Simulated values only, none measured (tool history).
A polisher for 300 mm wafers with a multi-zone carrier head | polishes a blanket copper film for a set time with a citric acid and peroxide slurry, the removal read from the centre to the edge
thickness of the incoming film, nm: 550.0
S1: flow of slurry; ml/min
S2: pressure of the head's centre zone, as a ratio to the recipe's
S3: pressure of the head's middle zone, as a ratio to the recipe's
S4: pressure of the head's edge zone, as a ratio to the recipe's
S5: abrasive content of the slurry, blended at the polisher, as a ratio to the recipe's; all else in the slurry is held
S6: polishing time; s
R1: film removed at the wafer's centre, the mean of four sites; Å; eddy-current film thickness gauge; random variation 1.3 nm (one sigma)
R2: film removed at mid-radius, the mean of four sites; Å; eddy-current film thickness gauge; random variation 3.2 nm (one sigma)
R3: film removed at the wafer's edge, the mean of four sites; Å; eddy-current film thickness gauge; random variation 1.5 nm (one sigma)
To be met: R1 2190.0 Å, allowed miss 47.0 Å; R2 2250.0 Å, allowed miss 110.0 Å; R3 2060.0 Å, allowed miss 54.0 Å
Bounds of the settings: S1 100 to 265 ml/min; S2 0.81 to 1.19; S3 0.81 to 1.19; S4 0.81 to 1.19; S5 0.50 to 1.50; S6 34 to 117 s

Run 1, day 0.000: S1 170 ml/min, S2 1.00, S3 1.00, S4 1.00, S5 1.00, S6 75 s. Result: R1 1571.8 Å, R2 1608.4 Å, R3 1522.8 Å.
Run 2, day 0.029: S1 175 ml/min, S2 1.01, S3 1.01, S4 1.02, S5 1.05, S6 76 s. Result: R1 1661.5 Å, R2 1637.7 Å, R3 1595.9 Å.
Run 3, day 0.058: S1 180 ml/min, S2 1.01, S3 1.03, S4 1.02, S5 1.10, S6 77 s. Result: R1 1707.1 Å, R2 1732.5 Å, R3 1646.9 Å.
Run 4, day 0.229: S1 185 ml/min, S2 1.02, S3 1.05, S4 1.03, S5 1.15, S6 77 s. Result: R1 1740.4 Å, R2 1776.0 Å, R3 1671.2 Å.
Run 5, day 0.446: S1 190 ml/min, S2 1.03, S3 1.06, S4 1.04, S5 1.20, S6 77 s. Result: R1 1796.3 Å, R2 1801.1 Å, R3 1696.1 Å.
Run 6, day 0.746: S1 190 ml/min, S2 1.11, S3 1.06, S4 1.04, S5 1.20, S6 77 s. Result: R1 1932.9 Å, R2 1770.0 Å, R3 1706.2 Å.
Run 7, day 0.779: S1 195 ml/min, S2 1.11, S3 1.07, S4 1.05, S5 1.25, S6 77 s. Result: R1 1951.6 Å, R2 1882.8 Å, R3 1750.1 Å.
Run 8, day 1.125: S1 200 ml/min, S2 1.11, S3 1.08, S4 1.06, S5 1.30, S6 77 s. Result: R1 1984.2 Å, R2 1927.8 Å, R3 1779.3 Å.
Run 9, day 1.492: S1 205 ml/min, S2 1.11, S3 1.08, S4 1.07, S5 1.30, S6 77 s. Result: R1 1997.3 Å, R2 1877.8 Å, R3 1799.6 Å.
Run 10, day 1.804: S1 205 ml/min, S2 1.11, S3 1.09, S4 1.08, S5 1.30, S6 77 s. Result: R1 2018.7 Å, R2 1922.6 Å, R3 1807.4 Å.
Run 11, day 2.042: S1 210 ml/min, S2 1.11, S3 1.10, S4 1.09, S5 1.30, S6 77 s. Result: R1 2017.1 Å, R2 1929.5 Å, R3 1808.1 Å.
Run 12, day 2.329: S1 210 ml/min, S2 1.11, S3 1.11, S4 1.10, S5 1.30, S6 77 s. Result: R1 1994.0 Å, R2 1961.6 Å, R3 1807.5 Å.
Run 13, day 2.692: S1 215 ml/min, S2 1.11, S3 1.11, S4 1.11, S5 1.30, S6 77 s. Result: R1 1999.1 Å, R2 2002.7 Å, R3 1814.7 Å.
Run 14, day 2.817: S1 215 ml/min, S2 1.11, S3 1.11, S4 1.12, S5 1.30, S6 77 s. Result: R1 2009.5 Å, R2 2023.0 Å, R3 1819.5 Å.
Run 15, day 2.946: S1 215 ml/min, S2 1.11, S3 1.11, S4 1.13, S5 1.30, S6 77 s. Result: R1 2017.3 Å, R2 1983.5 Å, R3 1820.9 Å.
Run 16, day 3.062: S1 225 ml/min, S2 1.09, S3 1.12, S4 1.15, S5 1.40, S6 79 s. Result: R1 2079.2 Å, R2 2080.7 Å, R3 1943.4 Å.

5 next moves are on the table. One of them brings every result within its allowed miss. Which?
Run A, day 3.179: S1 210 ml/min, S2 0.86, S3 0.92, S4 1.19, S5 1.50, S6 85 s. Result: R1 ?, R2 ?, R3 ?.
Run B, day 3.179: S1 220 ml/min, S2 1.08, S3 1.13, S4 1.17, S5 1.45, S6 83 s. Result: R1 ?, R2 ?, R3 ?.
Run C, day 3.179: S1 260 ml/min, S2 1.01, S3 1.19, S4 1.19, S5 1.30, S6 83 s. Result: R1 ?, R2 ?, R3 ?.
Run D, day 3.179: S1 170 ml/min, S2 0.89, S3 0.97, S4 1.19, S5 1.50, S6 84 s. Result: R1 ?, R2 ?, R3 ?.
Run E, day 3.179: S1 225 ml/min, S2 1.10, S3 1.09, S4 1.12, S5 1.40, S6 76 s. Result: R1 ?, R2 ?, R3 ?.

move      R1      R2      R3
   A  1860.4  1890.8  2167.0
   B  2203.6  2187.1  2085.6
   C  2060.0  2259.8  2061.4
   D  1825.7  1891.0  2089.7
   E  2035.1  1927.2  1864.9
A: further off than the last run
B: meets every target
C: further off than the last run
D: further off than the last run
E: further off than the last run
The right move is B.
